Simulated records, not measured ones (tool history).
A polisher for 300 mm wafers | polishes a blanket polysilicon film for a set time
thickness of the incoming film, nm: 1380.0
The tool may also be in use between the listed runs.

run	hour	flow of slurry (ml/min)	pressure of the wafer on the pad (kPa)	speed of the pad under the wafer (cm/s)	polishing time (s)	film removed (nm)
1	0	190	13.1	82	59	249.88
2	4.7	230	13.1	82	59	255.8
3	9.4	230	12.4	82	59	244.87
4	10.7	230	12.4	98	59	288.99
5	15.9	225	11.7	98	59	276.01
6	22.9	225	11	98	59	261.76

Forecast run 7:
7	25.7	225	10.3	98	59	?

{"run 7": {"film removed (nm)": 244.91}}
